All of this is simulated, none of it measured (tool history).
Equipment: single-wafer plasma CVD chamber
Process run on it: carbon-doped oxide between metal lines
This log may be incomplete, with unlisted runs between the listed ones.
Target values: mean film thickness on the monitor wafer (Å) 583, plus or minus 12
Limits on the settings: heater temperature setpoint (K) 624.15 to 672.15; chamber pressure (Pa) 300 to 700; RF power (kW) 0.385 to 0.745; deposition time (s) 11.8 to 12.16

run,hour,heater temperature setpoint (K),chamber pressure (Pa),RF power (kW),deposition time (s),mean film thickness on the monitor wafer (Å)
1,0,648.15,500,0.565,11.8,519.65
2,4.9,647.15,515,0.58,11.81,533.16
3,6.9,647.15,515,0.535,11.81,502.34
4,12.3,647.15,515,0.535,11.8,500.01
5,20,647.15,523,0.555,11.82,515.26
6,26,647.15,523,0.585,11.82,537.9
7,31.9,646.15,533,0.595,11.83,547.39
8,39.3,645.15,541,0.6,11.83,553.53
9,44.1,644.15,551,0.605,11.83,555.92
10,52.2,644.15,552,0.61,11.84,563.73
11,58.2,644.15,557,0.615,11.84,560.84
12,67.1,644.15,557,0.62,11.84,569.39
13,74.1,644.15,560,0.625,11.84,571.87
14,80.9,644.15,561,0.625,11.84,565.45

Pick the move, out of 5, that brings all results within their allowed miss; only one does.
A,87.7,656.15,600,0.595,12.16,?
B,87.7,642.15,496,0.585,11.8,?
C,87.7,634.15,507,0.555,12.06,?
D,87.7,643.15,535,0.63,11.98,?
E,87.7,654.15,521,0.62,12.16,?

move,mean film thickness on the monitor wafer (Å)
A,556.59
B,542.15
C,547.62
D,580.97
E,566.15
A: misses by more than the last run did
B: misses by more than the last run did
C: misses by more than the last run did
D: all results land within tolerance of their targets
E: no better and no worse than the last run
So the answer is move D, the one that meets all the targets.
